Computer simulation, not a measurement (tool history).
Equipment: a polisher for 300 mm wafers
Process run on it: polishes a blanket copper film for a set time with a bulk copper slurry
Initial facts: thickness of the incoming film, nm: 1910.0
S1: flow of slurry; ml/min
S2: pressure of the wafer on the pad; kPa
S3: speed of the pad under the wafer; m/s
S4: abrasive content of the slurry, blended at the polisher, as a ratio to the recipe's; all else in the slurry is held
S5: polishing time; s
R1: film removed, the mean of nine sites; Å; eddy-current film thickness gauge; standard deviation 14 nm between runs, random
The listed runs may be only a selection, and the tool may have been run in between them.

Run 1, day 0.000: S1 195 ml/min, S2 19.3 kPa, S3 1.04 m/s, S4 1.0, S5 101 s. Result: R1 8867.6 Å.
Run 2, day 0.196: S1 195 ml/min, S2 20.7 kPa, S3 1.04 m/s, S4 1.0, S5 101 s. Result: R1 9473.8 Å.
Run 3, day 0.408: S1 195 ml/min, S2 21.4 kPa, S3 1.04 m/s, S4 1.0, S5 101 s. Result: R1 9637.6 Å.
Run 4, day 0.662: S1 195 ml/min, S2 21.4 kPa, S3 0.92 m/s, S4 1.0, S5 101 s. Result: R1 8549.0 Å.
Run 5, day 0.712: S1 195 ml/min, S2 21.4 kPa, S3 1.10 m/s, S4 1.0, S5 101 s. Result: R1 9870.3 Å.
Run 6, day 0.888: S1 195 ml/min, S2 21.4 kPa, S3 1.10 m/s, S4 1.0, S5 101 s. Result: R1 10062.0 Å.

Run 7 is up next; what results do you expect?
Run 7, day 1.212: S1 195 ml/min, S2 22.1 kPa, S3 1.10 m/s, S4 1.0, S5 101 s. Result: R1 ?.

R1: 10435.0 Å
